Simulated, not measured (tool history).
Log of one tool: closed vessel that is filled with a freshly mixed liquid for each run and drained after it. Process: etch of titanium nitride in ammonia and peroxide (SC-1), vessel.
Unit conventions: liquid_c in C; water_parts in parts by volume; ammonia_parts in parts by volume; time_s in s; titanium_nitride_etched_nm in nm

Run 1, hour 0.0: liquid_c 61.0 C, water_parts 6.5 parts by volume, ammonia_parts 0.8 parts by volume, time_s 30 s. Result: titanium_nitride_etched_nm 6.9938 nm.
Run 2, hour 5.4: liquid_c 60.0 C, water_parts 6.5 parts by volume, ammonia_parts 0.8 parts by volume, time_s 30 s. Result: titanium_nitride_etched_nm 6.5595 nm.
Run 3, hour 9.5: liquid_c 59.0 C, water_parts 6.5 parts by volume, ammonia_parts 0.8 parts by volume, time_s 30 s. Result: titanium_nitride_etched_nm 6.1644 nm.
Run 4, hour 10.6: liquid_c 59.0 C, water_parts 5.5 parts by volume, ammonia_parts 0.8 parts by volume, time_s 30 s. Result: titanium_nitride_etched_nm 6.7089 nm.
Run 5, hour 14.7: liquid_c 58.0 C, water_parts 5.5 parts by volume, ammonia_parts 0.8 parts by volume, time_s 30 s. Result: titanium_nitride_etched_nm 6.2563 nm.
Run 6, hour 16.3: liquid_c 57.5 C, water_parts 5.5 parts by volume, ammonia_parts 0.8 parts by volume, time_s 30 s. Result: titanium_nitride_etched_nm 6.0721 nm.

Forecast run 7:
Run 7, hour 25.4: liquid_c 57.0 C, water_parts 5.5 parts by volume, ammonia_parts 0.8 parts by volume, time_s 30 s. Result: titanium_nitride_etched_nm ?.

Run 7 measured titanium_nitride_etched_nm 5.9293 nm.

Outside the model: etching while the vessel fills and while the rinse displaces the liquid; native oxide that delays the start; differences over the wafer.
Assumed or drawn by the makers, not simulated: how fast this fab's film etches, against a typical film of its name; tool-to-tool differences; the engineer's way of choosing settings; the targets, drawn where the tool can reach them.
